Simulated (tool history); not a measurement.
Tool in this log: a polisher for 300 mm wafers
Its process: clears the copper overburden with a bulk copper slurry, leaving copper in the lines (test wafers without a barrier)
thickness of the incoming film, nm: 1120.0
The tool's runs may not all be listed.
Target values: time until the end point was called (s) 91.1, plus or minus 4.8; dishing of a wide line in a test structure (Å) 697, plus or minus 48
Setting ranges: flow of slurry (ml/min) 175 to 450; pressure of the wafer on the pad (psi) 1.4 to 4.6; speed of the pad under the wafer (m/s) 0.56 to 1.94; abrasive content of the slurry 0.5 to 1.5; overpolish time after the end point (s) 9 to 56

run    day  flow of slurry (ml/min)  pressure of the wafer on the pad (psi)  speed of the pad under the wafer (m/s)  abrasive content of the slurry  overpolish time after the end point (s)  time until the end point was called (s)  dishing of a wide line in a test structure (Å)
  1      0                      290                                       3                                    1.24                               1                                       29                                   93.381                                          1371.1
  2  0.246                      295                                     2.7                                    1.36                               1                                       25                                   90.548                                            1292
  3  0.312                      295                                     2.7                                    1.68                               1                                       25                                   73.569                                          1428.8
  4  0.404                      320                                     2.4                                    1.66                             1.1                                       22                                   80.543                                          1216.5
  5  0.529                      345                                     2.2                                     1.7                             1.2                                       19                                   79.167                                          1173.9
  6  0.712                      345                                     2.2                                     1.7                            1.35                                       19                                   75.072                                          1126.2
  7  0.738                      310                                       2                                    1.72                             1.4                                       17                                    79.93                                            1077
  8  1.058                      340                                     1.9                                     1.7                             1.4                                       15                                   85.064                                          1001.1

Which single option among these 4 for the next run brings every result within its allowed miss of target? Just one does.
  A  1.379                      365                                     1.9                                    1.58                            1.35                                        9                                        ?                                               ?
  B  1.379                      275                                     2.4                                     1.5                            0.85                                       44                                        ?                                               ?
  C  1.379                      360                                     1.5                                    1.92                             1.5                                        9                                        ?                                               ?
  D  1.379                      175                                     1.7                                    1.92                             1.5                                        9                                        ?                                               ?

move  time until the end point was called (s)  dishing of a wide line in a test structure (Å)
   A                                   90.906                                          668.54
   B                                   97.192                                          1435.6
   C                                   83.548                                           696.6
   D                                   84.803                                          696.36
A: every result lands within tolerance
B: its largest miss is bigger than the last run's
C: brings the result that was furthest off to its target, and leaves another outside
D: brings the result that was furthest off to its target, and leaves another outside
Move A is the one to make.

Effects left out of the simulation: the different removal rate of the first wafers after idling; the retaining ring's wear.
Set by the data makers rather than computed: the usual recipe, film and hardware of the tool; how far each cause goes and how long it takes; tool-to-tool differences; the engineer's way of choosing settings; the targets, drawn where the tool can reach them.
